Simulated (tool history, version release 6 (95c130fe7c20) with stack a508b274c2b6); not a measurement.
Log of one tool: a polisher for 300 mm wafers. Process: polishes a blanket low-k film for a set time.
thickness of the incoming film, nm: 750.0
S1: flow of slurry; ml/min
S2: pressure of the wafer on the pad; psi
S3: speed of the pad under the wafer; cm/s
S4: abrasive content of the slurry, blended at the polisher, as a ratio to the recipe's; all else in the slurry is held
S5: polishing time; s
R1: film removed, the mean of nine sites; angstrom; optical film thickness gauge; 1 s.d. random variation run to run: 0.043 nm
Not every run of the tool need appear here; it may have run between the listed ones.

{"run": 1, "hour": 0.0, "S1": 305, "S2": 1.8, "S3": 92, "S4": 1.0, "S5": 26, "R1": 79.279}
{"run": 2, "hour": 3.2, "S1": 305, "S2": 1.6, "S3": 92, "S4": 1.0, "S5": 26, "R1": 70.17}
{"run": 3, "hour": 8.6, "S1": 305, "S2": 1.6, "S3": 92, "S4": 1.0, "S5": 26, "R1": 69.881}
{"run": 4, "hour": 15.2, "S1": 305, "S2": 1.5, "S3": 92, "S4": 1.0, "S5": 26, "R1": 65.317}
{"run": 5, "hour": 17.3, "S1": 305, "S2": 1.4, "S3": 92, "S4": 1.0, "S5": 26, "R1": 61.126}
{"run": 6, "hour": 22.4, "S1": 240, "S2": 1.4, "S3": 92, "S4": 1.0, "S5": 26, "R1": 60.864}

Run 7 is up next; what results do you expect?
{"run": 7, "hour": 25.9, "S1": 240, "S2": 1.3, "S3": 92, "S4": 1.0, "S5": 26, "R1": "?"}

R1: 55.709 angstrom
